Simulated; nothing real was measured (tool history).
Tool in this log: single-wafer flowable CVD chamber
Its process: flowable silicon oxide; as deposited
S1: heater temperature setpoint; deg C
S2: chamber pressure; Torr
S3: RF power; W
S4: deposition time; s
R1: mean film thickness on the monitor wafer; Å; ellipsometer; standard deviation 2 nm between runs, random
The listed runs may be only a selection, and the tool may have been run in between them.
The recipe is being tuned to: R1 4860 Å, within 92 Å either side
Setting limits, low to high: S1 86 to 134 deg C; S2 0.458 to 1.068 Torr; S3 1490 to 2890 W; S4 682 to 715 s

| run | hour | S1 | S2 | S3 | S4 | R1 |
|---|---|---|---|---|---|---|
| 1 | 0 | 110 | 0.763 | 2190 | 715 | 2734.5 |
| 2 | 8 | 110 | 0.763 | 2190 | 715 | 2703 |
| 3 | 12.2 | 105 | 0.764 | 2190 | 715 | 3247.7 |
| 4 | 16.5 | 105 | 0.764 | 2190 | 715 | 3245.1 |
| 5 | 17.7 | 105 | 0.764 | 2320 | 715 | 3263.8 |
|  | 18.8 | thermocouple changed; heater temperature recalibrated |
| 6 | 18.8 | 105 | 0.764 | 2320 | 715 | 3682.9 |
| 7 | 27.7 | 95 | 0.765 | 2320 | 715 | 5257.8 |
| 8 | 32.8 | 96 | 0.765 | 2320 | 715 | 5063.5 |
| 9 | 42 | 98 | 0.765 | 2320 | 715 | 4711.4 |

Next run, 4 choices. One meets every target within its allowed miss, the rest don't. Which?
| A | 51.2 | 102 | 0.938 | 2310 | 695 | ? |
| B | 51.2 | 95 | 0.687 | 2425 | 696 | ? |
| C | 51.2 | 101 | 0.851 | 2335 | 686 | ? |
| D | 51.2 | 97 | 0.714 | 2530 | 715 | ? |

| move | R1 |
|---|---|
| A | 4853.3 |
| B | 4644 |
| C | 4528.8 |
| D | 4645.4 |
A: each result inside its tolerance
B: misses by more than the last run did
C: misses by more than the last run did
D: misses by more than the last run did
The right move is A.
